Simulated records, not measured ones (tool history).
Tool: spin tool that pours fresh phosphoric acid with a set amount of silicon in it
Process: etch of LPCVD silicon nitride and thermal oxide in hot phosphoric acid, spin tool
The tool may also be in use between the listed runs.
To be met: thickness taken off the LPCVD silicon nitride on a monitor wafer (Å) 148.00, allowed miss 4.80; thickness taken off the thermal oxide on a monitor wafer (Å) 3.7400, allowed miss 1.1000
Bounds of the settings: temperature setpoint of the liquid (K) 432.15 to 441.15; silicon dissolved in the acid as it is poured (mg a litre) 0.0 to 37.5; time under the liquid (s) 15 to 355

| run | day | temperature setpoint of the liquid (K) | silicon dissolved in the acid as it is poured (mg a litre) | time under the liquid (s) | thickness taken off the LPCVD silicon nitride on a monitor wafer (Å) | thickness taken off the thermal oxide on a monitor wafer (Å) |
|---|---|---|---|---|---|---|
| 1 | 0.000 | 437.15 | 16.5 | 180 | 184.79 | 4.6360 |
| 2 | 0.088 | 437.15 | 10.5 | 180 | 187.32 | 5.1460 |
| 3 | 0.408 | 436.65 | 10.5 | 175 | 178.47 | 5.3635 |
| 4 | 0.450 | 436.65 | 10.5 | 205 | 210.59 | 5.3042 |
| 5 | 0.704 | 436.65 | 10.5 | 270 | 281.32 | 7.6529 |
| 6 | 0.938 | 435.15 | 10.5 | 270 | 260.33 | 6.8825 |
| 7 | 0.962 | 432.65 | 10.0 | 180 | 160.56 | 3.5026 |
| 8 | 1.179 | 432.65 | 10.0 | 180 | 159.40 | 4.6908 |

Which of these 5 next moves meets every target?
| A | 1.396 | 433.15 | 34.5 | 165 | ? | ? |
| B | 1.396 | 433.65 | 36.5 | 175 | ? | ? |
| C | 1.396 | 433.65 | 18.5 | 190 | ? | ? |
| D | 1.396 | 433.65 | 14.0 | 175 | ? | ? |
| E | 1.396 | 432.65 | 8.0 | 165 | ? | ? |

| move | thickness taken off the LPCVD silicon nitride on a monitor wafer (Å) | thickness taken off the thermal oxide on a monitor wafer (Å) |
|---|---|---|
| A | 152.63 | 1.5574 |
| B | 164.62 | 1.5468 |
| C | 178.73 | 3.3134 |
| D | 164.62 | 3.4281 |
| E | 150.08 | 3.4406 |
A: brings the result that was furthest off to its target, and leaves another outside
B: further off than the last run
C: further off than the last run
D: further off than the last run
E: meets every target
The right move is E.
